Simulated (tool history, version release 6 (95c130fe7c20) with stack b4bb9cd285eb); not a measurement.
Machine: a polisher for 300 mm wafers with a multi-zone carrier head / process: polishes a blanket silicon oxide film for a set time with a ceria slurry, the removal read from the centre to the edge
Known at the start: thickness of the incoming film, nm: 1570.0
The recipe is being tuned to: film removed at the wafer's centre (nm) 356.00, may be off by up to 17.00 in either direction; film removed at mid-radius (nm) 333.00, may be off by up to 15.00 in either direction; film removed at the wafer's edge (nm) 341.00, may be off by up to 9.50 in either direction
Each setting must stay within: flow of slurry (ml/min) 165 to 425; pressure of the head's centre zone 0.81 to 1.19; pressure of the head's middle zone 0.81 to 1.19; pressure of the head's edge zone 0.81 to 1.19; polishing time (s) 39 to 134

| run | day | flow of slurry (ml/min) | pressure of the head's centre zone | pressure of the head's middle zone | pressure of the head's edge zone | polishing time (s) | film removed at the wafer's centre (nm) | film removed at mid-radius (nm) | film removed at the wafer's edge (nm) |
|---|---|---|---|---|---|---|---|---|---|
| 1 | 0.000 | 275 | 1.00 | 1.00 | 1.00 | 86 | 561.57 | 582.30 | 578.52 |
| 2 | 0.271 | 270 | 1.00 | 0.97 | 0.97 | 76 | 497.55 | 504.78 | 502.60 |
| 3 | 0.429 | 270 | 1.00 | 0.97 | 0.97 | 84 | 556.41 | 555.71 | 555.55 |
| 4 | 0.629 | 270 | 0.94 | 0.97 | 0.97 | 84 | 524.95 | 554.76 | 556.35 |
| 5 | 0.808 | 270 | 0.94 | 0.97 | 0.93 | 84 | 522.23 | 548.52 | 538.74 |
| 6 | 0.946 | 270 | 0.94 | 0.97 | 1.01 | 84 | 527.12 | 555.82 | 566.75 |
| 7 | 1.175 | 265 | 0.95 | 0.94 | 0.97 | 75 | 467.68 | 485.37 | 494.08 |
| 8 | 1.421 | 260 | 0.96 | 0.91 | 0.94 | 69 | 430.51 | 426.37 | 448.09 |
| 9 | 1.712 | 260 | 0.97 | 0.90 | 0.91 | 65 | 405.99 | 394.27 | 412.61 |
| 10 | 1.842 | 260 | 0.97 | 0.90 | 0.89 | 63 | 408.86 | 384.49 | 399.03 |
| 11 | 1.946 | 255 | 0.96 | 0.90 | 0.87 | 61 | 393.99 | 385.48 | 379.86 |
| 12 | 2.075 | 250 | 0.95 | 0.88 | 0.86 | 60 | 372.99 | 365.27 | 372.92 |
| 13 | 2.100 | 245 | 0.96 | 0.87 | 0.85 | 59 | 366.29 | 351.38 | 366.66 |
| 14 | 2.262 | 245 | 0.97 | 0.87 | 0.84 | 58 | 366.24 | 357.23 | 355.77 |
| 15 | 2.629 | 245 | 0.97 | 0.86 | 0.83 | 58 | 373.25 | 350.73 | 354.40 |
| 16 | 2.696 | 240 | 0.97 | 0.85 | 0.82 | 58 | 363.98 | 343.79 | 350.52 |
| 17 | 3.067 | 235 | 0.97 | 0.85 | 0.82 | 58 | 370.15 | 347.85 | 351.28 |
| 18 | 3.346 | 230 | 0.96 | 0.83 | 0.81 | 55 | 342.93 | 315.58 | 333.05 |

Of the 4 settings listed for the next run, only one would bring every result within its allowed miss of target. Which one?
| A | 3.625 | 260 | 0.95 | 0.94 | 0.81 | 57 | ? | ? | ? |
| B | 3.625 | 275 | 1.00 | 0.81 | 0.86 | 54 | ? | ? | ? |
| C | 3.625 | 210 | 0.98 | 0.90 | 0.81 | 54 | ? | ? | ? |
| D | 3.625 | 350 | 0.94 | 0.83 | 0.81 | 55 | ? | ? | ? |

| move | film removed at the wafer's centre (nm) | film removed at mid-radius (nm) | film removed at the wafer's edge (nm) |
|---|---|---|---|
| A | 360.88 | 366.54 | 343.81 |
| B | 357.45 | 308.61 | 336.35 |
| C | 341.79 | 327.73 | 320.67 |
| D | 354.89 | 327.23 | 338.65 |
A: takes the biggest miss from the last run beyond its target
B: the biggest miss grows against the last run
C: corrects the largest miss of the last run, while another result sits out of spec
D: each result inside its tolerance
Correct choice: D, which meets every target
